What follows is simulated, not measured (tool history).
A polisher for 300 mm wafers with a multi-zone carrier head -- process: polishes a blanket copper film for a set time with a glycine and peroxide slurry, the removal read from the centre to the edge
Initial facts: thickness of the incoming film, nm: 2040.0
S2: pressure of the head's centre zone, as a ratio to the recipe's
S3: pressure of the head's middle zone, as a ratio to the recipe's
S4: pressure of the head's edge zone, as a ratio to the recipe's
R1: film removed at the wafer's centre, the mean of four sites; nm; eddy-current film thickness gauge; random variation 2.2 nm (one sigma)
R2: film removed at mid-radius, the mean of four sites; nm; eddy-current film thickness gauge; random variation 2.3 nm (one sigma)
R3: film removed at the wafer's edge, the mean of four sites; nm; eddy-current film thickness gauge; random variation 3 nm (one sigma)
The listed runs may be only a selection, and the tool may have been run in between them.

run 1 hour=0.0 | flow_of_slurry_(ml/min)=170 S2=1.00 S3=1.00 S4=1.00 polishing_time_(s)=51 | R1=262.79 R2=264.00 R3=266.37
run 2 hour=2.8 | flow_of_slurry_(ml/min)=170 S2=1.00 S3=0.93 S4=1.00 polishing_time_(s)=51 | R1=258.18 R2=246.58 R3=259.45
run 3 hour=8.9 | flow_of_slurry_(ml/min)=150 S2=1.00 S3=0.93 S4=1.00 polishing_time_(s)=51 | R1=254.47 R2=243.17 R3=267.67
run 4 hour=14.5 | flow_of_slurry_(ml/min)=150 S2=1.03 S3=0.93 S4=1.00 polishing_time_(s)=51 | R1=262.80 R2=246.31 R3=262.71
run 5 hour=23.2 | flow_of_slurry_(ml/min)=160 S2=1.03 S3=0.99 S4=1.01 polishing_time_(s)=51 | R1=265.40 R2=259.55 R3=266.73
run 6 hour=27.0 | flow_of_slurry_(ml/min)=170 S2=1.03 S3=1.04 S4=1.02 polishing_time_(s)=51 | R1=267.92 R2=274.54 R3=265.15
run 7 hour=28.8 | flow_of_slurry_(ml/min)=180 S2=1.03 S3=1.07 S4=1.04 polishing_time_(s)=51 | R1=272.85 R2=281.72 R3=267.82

What does the tool deliver on the next run?
run 8 hour=32.8 | flow_of_slurry_(ml/min)=190 S2=1.02 S3=1.10 S4=1.06 polishing_time_(s)=51 | R1=? R2=? R3=?

{"run 8": {"R1": 274.32, "R2": 294.92, "R3": 275.63}}
